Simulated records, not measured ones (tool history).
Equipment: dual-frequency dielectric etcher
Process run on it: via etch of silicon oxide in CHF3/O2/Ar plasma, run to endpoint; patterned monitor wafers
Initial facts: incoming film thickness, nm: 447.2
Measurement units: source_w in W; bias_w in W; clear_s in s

run,hour,source_w,bias_w,clear_s
1,0,630,236,207.91
2,6.6,630,200,232.53
3,10.3,630,242,206.34
4,14,630,267,199.69
5,19.8,630,231,214.98
6,21.9,740,231,206.25
7,26.5,760,245,194.95

What does the tool deliver on the next run?
8,29.4,780,250,?

Run 8 came out at clear_s 191.54 s.
